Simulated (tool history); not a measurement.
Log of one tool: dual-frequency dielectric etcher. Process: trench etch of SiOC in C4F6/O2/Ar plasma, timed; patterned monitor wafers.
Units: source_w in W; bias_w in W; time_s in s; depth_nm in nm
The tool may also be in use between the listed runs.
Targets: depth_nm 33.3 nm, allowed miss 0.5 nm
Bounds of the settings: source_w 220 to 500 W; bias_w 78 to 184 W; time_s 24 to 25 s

run 1 hour=0 | source_w=360 bias_w=131 time_s=24 | depth_nm=40.754
run 2 hour=4 | source_w=360 bias_w=131 time_s=25 | depth_nm=42.322
run 3 hour=8.5 | source_w=320 bias_w=119 time_s=25 | depth_nm=39.037
run 4 hour=16.1 | source_w=320 bias_w=109 time_s=25 | depth_nm=38.367
run 5 hour=22 | source_w=320 bias_w=91 time_s=25 | depth_nm=36.529
run 6 hour=27 | source_w=300 bias_w=90 time_s=25 | depth_nm=35.282
run 7 hour=34.5 | source_w=290 bias_w=90 time_s=25 | depth_nm=34.739
run 8 hour=42.4 | source_w=250 bias_w=88 time_s=25 | depth_nm=31.98
run 9 hour=43.6 | source_w=260 bias_w=88 time_s=25 | depth_nm=32.648

4 next moves are on the table. One of them brings every result within its allowed miss. Which?
run A hour=44.8 | source_w=290 bias_w=90 time_s=24 | depth_nm=?
run B hour=44.8 | source_w=250 bias_w=96 time_s=24.5 | depth_nm=?
run C hour=44.8 | source_w=240 bias_w=98 time_s=25 | depth_nm=?
run D hour=44.8 | source_w=290 bias_w=87 time_s=25 | depth_nm=?

move=A depth_nm=33.233
move=B depth_nm=31.929
move=C depth_nm=32.052
move=D depth_nm=34.343
A: meets every target
B: further off than the last run
C: further off than the last run
D: takes the result that was furthest off past its target
The right move is A.
